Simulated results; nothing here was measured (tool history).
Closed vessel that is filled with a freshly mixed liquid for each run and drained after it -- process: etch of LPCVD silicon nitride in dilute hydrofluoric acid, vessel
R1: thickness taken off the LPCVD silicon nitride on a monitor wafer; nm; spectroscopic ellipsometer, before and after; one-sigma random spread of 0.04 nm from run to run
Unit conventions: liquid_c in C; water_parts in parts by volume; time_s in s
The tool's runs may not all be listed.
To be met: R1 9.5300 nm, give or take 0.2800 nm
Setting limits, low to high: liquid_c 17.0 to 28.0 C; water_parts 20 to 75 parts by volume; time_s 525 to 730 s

Run 1, hour 0.0: liquid_c 20.0 C, water_parts 45 parts by volume, time_s 730 s. Result: R1 6.9315 nm.
Run 2, hour 8.5: liquid_c 20.0 C, water_parts 45 parts by volume, time_s 730 s. Result: R1 6.9144 nm.
Run 3, hour 11.9: liquid_c 20.0 C, water_parts 45 parts by volume, time_s 525 s. Result: R1 4.9566 nm.
Run 4, hour 20.5: liquid_c 21.0 C, water_parts 45 parts by volume, time_s 525 s. Result: R1 5.3340 nm.
At hour 25.5: hydrofluoric acid flow meter replaced.
Run 5, hour 25.5: liquid_c 21.0 C, water_parts 35 parts by volume, time_s 525 s. Result: R1 6.1888 nm.
Run 6, hour 30.9: liquid_c 21.5 C, water_parts 35 parts by volume, time_s 530 s. Result: R1 6.4830 nm.
Run 7, hour 40.3: liquid_c 22.0 C, water_parts 35 parts by volume, time_s 530 s. Result: R1 6.6963 nm.
Run 8, hour 43.2: liquid_c 22.5 C, water_parts 35 parts by volume, time_s 530 s. Result: R1 6.9890 nm.
Run 9, hour 46.6: liquid_c 23.0 C, water_parts 35 parts by volume, time_s 530 s. Result: R1 7.1337 nm.
Run 10, hour 51.3: liquid_c 23.5 C, water_parts 35 parts by volume, time_s 530 s. Result: R1 7.3686 nm.

Which of these 4 next moves meets every target?
Run A, hour 56.0: liquid_c 23.5 C, water_parts 30 parts by volume, time_s 620 s. Result: R1 ?.
Run B, hour 56.0: liquid_c 25.5 C, water_parts 40 parts by volume, time_s 730 s. Result: R1 ?.
Run C, hour 56.0: liquid_c 24.0 C, water_parts 30 parts by volume, time_s 575 s. Result: R1 ?.
Run D, hour 56.0: liquid_c 25.0 C, water_parts 45 parts by volume, time_s 730 s. Result: R1 ?.

move       R1
   A  10.1590
   B  10.3580
   C   9.7490
   D   8.9269
A: takes the result that was furthest off past its target
B: takes the result that was furthest off past its target
C: every result lands within tolerance
D: better than the last run, though not everything is in spec
Move C is the one to make.
